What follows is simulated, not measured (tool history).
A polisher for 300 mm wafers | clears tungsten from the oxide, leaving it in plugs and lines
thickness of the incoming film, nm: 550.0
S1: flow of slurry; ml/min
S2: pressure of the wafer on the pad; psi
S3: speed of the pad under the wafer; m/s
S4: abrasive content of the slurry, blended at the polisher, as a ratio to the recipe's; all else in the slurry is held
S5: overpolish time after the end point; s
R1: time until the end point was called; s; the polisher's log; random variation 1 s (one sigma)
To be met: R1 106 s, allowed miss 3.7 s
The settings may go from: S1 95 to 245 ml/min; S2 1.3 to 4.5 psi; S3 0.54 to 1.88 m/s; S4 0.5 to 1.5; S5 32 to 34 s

run  hour   S1   S2    S3  S4  S5      R1
  1     0  155  2.9   1.2   1  32  156.94
  2   6.9  155  2.9   1.2   1  32  157.37
  3  10.3  160  3.2   1.2   1  32  147.62
  4  13.9  160  3.2   1.2   1  32  145.78
  5  21.8  160  3.2  1.46   1  32  118.44
     22.7  -- slurry tank refilled with fresh slurry and peroxide
  6  22.7  195  3.2  1.46   1  32   91.77
  7  27.8  190  3.2  1.46   1  32  91.361
  8  34.5  185  3.2  1.46   1  32   91.47
  9    42  180  3.2  1.46   1  32  94.559
 10  46.5  175  3.2  1.46   1  32  93.992
 11  47.9  170  3.2  1.46   1  32  94.376
 12  55.2  160  3.2  1.46   1  32  95.214

Which of these 5 next moves meets every target?
  A  62.5  165  2.3  1.68   0.8  32   ?
  B  62.5  155  2.7  1.34   1.2  34   ?
  C  62.5  170  3.1  1.46  1.15  32   ?
  D  62.5  175  2.8  1.44   1.1  33   ?
  E  62.5  170  3.1  1.28  0.85  32   ?

move      R1
   A  116.13
   B  115.68
   C  94.001
   D  105.04
   E  114.44
A: takes the result that was furthest off past its target
B: takes the result that was furthest off past its target
C: further off than the last run
D: meets every target
E: takes the result that was furthest off past its target
Move D is the one to make.

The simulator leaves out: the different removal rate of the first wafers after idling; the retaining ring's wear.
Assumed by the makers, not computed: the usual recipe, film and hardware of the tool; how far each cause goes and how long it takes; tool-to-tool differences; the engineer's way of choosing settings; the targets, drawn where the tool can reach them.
